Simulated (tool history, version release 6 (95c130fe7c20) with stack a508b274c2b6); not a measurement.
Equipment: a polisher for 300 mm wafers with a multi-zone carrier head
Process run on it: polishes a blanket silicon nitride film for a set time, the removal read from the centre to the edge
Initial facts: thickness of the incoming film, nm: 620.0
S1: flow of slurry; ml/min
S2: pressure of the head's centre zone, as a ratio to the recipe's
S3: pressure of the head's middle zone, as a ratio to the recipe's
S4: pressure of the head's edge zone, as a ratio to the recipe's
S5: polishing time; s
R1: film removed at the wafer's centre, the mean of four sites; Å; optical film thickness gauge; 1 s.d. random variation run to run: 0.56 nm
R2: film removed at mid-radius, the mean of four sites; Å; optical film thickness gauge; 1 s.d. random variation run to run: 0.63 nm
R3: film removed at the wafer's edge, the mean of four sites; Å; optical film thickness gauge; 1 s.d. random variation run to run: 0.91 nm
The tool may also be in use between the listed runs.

Run 1, hour 0.0: S1 245 ml/min, S2 1.00, S3 1.00, S4 1.00, S5 49 s. Result: R1 627.77 Å, R2 693.61 Å, R3 684.94 Å.
Run 2, hour 1.5: S1 250 ml/min, S2 1.01, S3 0.99, S4 1.03, S5 50 s. Result: R1 640.05 Å, R2 706.86 Å, R3 722.49 Å.
Run 3, hour 7.1: S1 250 ml/min, S2 1.01, S3 0.99, S4 1.07, S5 50 s. Result: R1 650.31 Å, R2 696.15 Å, R3 723.42 Å.
Run 4, hour 15.1: S1 260 ml/min, S2 1.02, S3 0.98, S4 1.09, S5 51 s. Result: R1 665.61 Å, R2 714.55 Å, R3 755.95 Å.
Run 5, hour 23.0: S1 270 ml/min, S2 1.04, S3 0.97, S4 1.11, S5 52 s. Result: R1 692.48 Å, R2 720.66 Å, R3 774.60 Å.
Run 6, hour 26.4: S1 275 ml/min, S2 1.05, S3 0.96, S4 1.12, S5 53 s. Result: R1 721.04 Å, R2 726.74 Å, R3 787.30 Å.
Run 7, hour 28.4: S1 275 ml/min, S2 1.05, S3 0.95, S4 1.13, S5 54 s. Result: R1 728.77 Å, R2 737.32 Å, R3 818.36 Å.

The next listed run, before its measurement:
Run 8, hour 30.9: S1 280 ml/min, S2 1.06, S3 0.95, S4 1.14, S5 54 s. Result: R1 ?, R2 ?, R3 ?.

R1: 741.09 Å
R2: 745.55 Å
R3: 816.26 Å
